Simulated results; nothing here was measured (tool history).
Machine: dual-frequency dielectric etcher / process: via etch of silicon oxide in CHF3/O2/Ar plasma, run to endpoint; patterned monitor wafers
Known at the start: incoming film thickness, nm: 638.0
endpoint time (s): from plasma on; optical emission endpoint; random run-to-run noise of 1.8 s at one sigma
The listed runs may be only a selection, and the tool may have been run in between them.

{"run": 1, "hour": 0.0, "source power (kW)": 0.47, "bias power (kW)": 0.188, "endpoint time (s)": 303.98}
{"run": 2, "hour": 4.9, "source power (kW)": 0.47, "bias power (kW)": 0.216, "endpoint time (s)": 288.83}
{"run": 3, "hour": 12.7, "source power (kW)": 0.44, "bias power (kW)": 0.216, "endpoint time (s)": 298.91}
{"run": 4, "hour": 14.7, "source power (kW)": 0.41, "bias power (kW)": 0.214, "endpoint time (s)": 305.63}
{"run": 5, "hour": 16.9, "source power (kW)": 0.41, "bias power (kW)": 0.247, "endpoint time (s)": 289.03}
{"hour": 19.4, "done": "bias power generator calibrated"}
{"run": 6, "hour": 19.4, "source power (kW)": 0.38, "bias power (kW)": 0.24, "endpoint time (s)": 303.81}

What will run 7 give?
{"run": 7, "hour": 24.1, "source power (kW)": 0.38, "bias power (kW)": 0.24, "endpoint time (s)": "?"}

endpoint time (s): 306.73

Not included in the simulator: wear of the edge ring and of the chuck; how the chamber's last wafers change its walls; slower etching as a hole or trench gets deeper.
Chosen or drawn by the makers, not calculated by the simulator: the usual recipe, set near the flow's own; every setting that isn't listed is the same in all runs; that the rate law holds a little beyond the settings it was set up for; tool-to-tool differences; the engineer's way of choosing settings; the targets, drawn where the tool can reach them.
